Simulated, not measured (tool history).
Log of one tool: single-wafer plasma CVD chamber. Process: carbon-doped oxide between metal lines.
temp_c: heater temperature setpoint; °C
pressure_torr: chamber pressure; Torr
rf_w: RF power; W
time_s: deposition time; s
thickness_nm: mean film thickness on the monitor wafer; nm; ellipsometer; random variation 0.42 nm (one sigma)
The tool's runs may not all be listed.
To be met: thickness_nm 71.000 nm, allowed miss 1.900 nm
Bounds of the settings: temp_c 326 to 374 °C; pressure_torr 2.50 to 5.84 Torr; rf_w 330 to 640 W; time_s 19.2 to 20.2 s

Run 1, hour 0.0: temp_c 350 °C, pressure_torr 4.17 Torr, rf_w 485 W, time_s 20.2 s. Result: thickness_nm 100.600 nm.
Run 2, hour 4.0: temp_c 343 °C, pressure_torr 4.17 Torr, rf_w 485 W, time_s 20.2 s. Result: thickness_nm 102.980 nm.
Run 3, hour 11.1: temp_c 343 °C, pressure_torr 4.58 Torr, rf_w 485 W, time_s 20.2 s. Result: thickness_nm 103.400 nm.
Run 4, hour 15.3: temp_c 349 °C, pressure_torr 4.58 Torr, rf_w 485 W, time_s 20.2 s. Result: thickness_nm 102.540 nm.
Run 5, hour 22.7: temp_c 349 °C, pressure_torr 5.10 Torr, rf_w 485 W, time_s 20.2 s. Result: thickness_nm 103.620 nm.
Run 6, hour 25.0: temp_c 349 °C, pressure_torr 5.10 Torr, rf_w 485 W, time_s 20.2 s. Result: thickness_nm 104.660 nm.
Run 7, hour 30.8: temp_c 354 °C, pressure_torr 4.65 Torr, rf_w 450 W, time_s 20.0 s. Result: thickness_nm 93.560 nm.
Run 8, hour 37.4: temp_c 355 °C, pressure_torr 4.52 Torr, rf_w 425 W, time_s 19.9 s. Result: thickness_nm 87.757 nm.
Run 9, hour 43.0: temp_c 356 °C, pressure_torr 4.39 Torr, rf_w 405 W, time_s 19.8 s. Result: thickness_nm 82.235 nm.

Which of these 5 next moves meets every target?
Run A, hour 48.6: temp_c 356 °C, pressure_torr 4.21 Torr, rf_w 335 W, time_s 19.2 s. Result: thickness_nm ?.
Run B, hour 48.6: temp_c 357 °C, pressure_torr 3.28 Torr, rf_w 380 W, time_s 19.2 s. Result: thickness_nm ?.
Run C, hour 48.6: temp_c 352 °C, pressure_torr 4.59 Torr, rf_w 385 W, time_s 19.3 s. Result: thickness_nm ?.
Run D, hour 48.6: temp_c 355 °C, pressure_torr 3.89 Torr, rf_w 375 W, time_s 20.2 s. Result: thickness_nm ?.
Run E, hour 48.6: temp_c 357 °C, pressure_torr 4.44 Torr, rf_w 335 W, time_s 19.2 s. Result: thickness_nm ?.

move  thickness_nm
   A        64.249
   B        71.402
   C        77.323
   D        76.012
   E        64.563
A: takes the result that was furthest off past its target
B: meets every target
C: nearer than the last run, and not there yet
D: nearer than the last run, and not there yet
E: takes the result that was furthest off past its target
Answer: B
